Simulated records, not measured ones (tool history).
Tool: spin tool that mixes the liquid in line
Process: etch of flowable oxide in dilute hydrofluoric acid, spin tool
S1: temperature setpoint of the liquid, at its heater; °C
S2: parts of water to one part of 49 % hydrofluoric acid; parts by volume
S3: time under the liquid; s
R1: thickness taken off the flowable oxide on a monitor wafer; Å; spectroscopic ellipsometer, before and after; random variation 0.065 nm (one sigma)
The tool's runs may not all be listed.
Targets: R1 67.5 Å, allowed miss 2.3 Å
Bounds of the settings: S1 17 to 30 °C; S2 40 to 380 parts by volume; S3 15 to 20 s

run  hour    S1   S2  S3      R1
  1     0    22  210  20  47.132
  2   3.8    24  205  20  51.995
  3   9.7  25.5  200  20  56.522
  4  18.6  26.5  200  20  58.695
  5    22    29  200  20  62.977
  6  27.1    29  250  20  48.797
  7  32.8  29.5  235  20  53.359
  8  40.4  29.5  225  20  56.582
  9  44.8  29.5  215  20  60.099
 10  49.2  29.5  210  20  61.816
 11    57  29.5  205  20  63.311

4 next moves are on the table. One of them brings every result within its allowed miss. Which?
  A  64.8    28  160  15   ?
  B  64.8    30  210  20   ?
  C  64.8    29  170  15   ?
  D  64.8  26.5  180  20   ?

move      R1
   A  62.674
   B  64.278
   C    60.4
   D  68.662
A: further off than the last run
B: nearer than the last run, and not there yet
C: further off than the last run
D: meets every target
Move D is the one to make.
